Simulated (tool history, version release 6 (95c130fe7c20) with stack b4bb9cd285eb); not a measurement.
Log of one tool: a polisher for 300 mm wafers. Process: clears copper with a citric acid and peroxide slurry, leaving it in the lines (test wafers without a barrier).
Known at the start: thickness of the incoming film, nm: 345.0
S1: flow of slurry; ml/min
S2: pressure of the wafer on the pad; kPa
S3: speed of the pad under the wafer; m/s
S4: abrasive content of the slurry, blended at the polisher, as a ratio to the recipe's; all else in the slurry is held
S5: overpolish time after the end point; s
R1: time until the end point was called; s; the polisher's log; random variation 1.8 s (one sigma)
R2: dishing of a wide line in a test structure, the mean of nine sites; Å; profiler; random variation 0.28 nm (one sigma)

{"run": 1, "hour": 0.0, "S1": 150, "S2": 22.8, "S3": 1.42, "S4": 1, "S5": 14, "R1": 103.67, "R2": 298.14}
{"run": 2, "hour": 6.4, "S1": 150, "S2": 22.8, "S3": 1.78, "S4": 1, "S5": 14, "R1": 84.257, "R2": 356.19}
{"run": 3, "hour": 14.6, "S1": 150, "S2": 22.8, "S3": 1.78, "S4": 1, "S5": 17, "R1": 84.148, "R2": 412.35}
{"run": 4, "hour": 19.8, "S1": 150, "S2": 20, "S3": 1.78, "S4": 1, "S5": 17, "R1": 91.435, "R2": 373.62}
{"run": 5, "hour": 22.1, "S1": 145, "S2": 17.2, "S3": 1.62, "S4": 1, "S5": 17, "R1": 109.86, "R2": 313.25}
{"run": 6, "hour": 24.4, "S1": 145, "S2": 15.2, "S3": 1.48, "S4": 1, "S5": 17, "R1": 131.28, "R2": 281.16}

The next listed run, before its measurement:
{"run": 7, "hour": 27.8, "S1": 145, "S2": 13.8, "S3": 1.42, "S4": 1, "S5": 16, "R1": "?", "R2": "?"}

R1: 143.97 s
R2: 243.43 Å
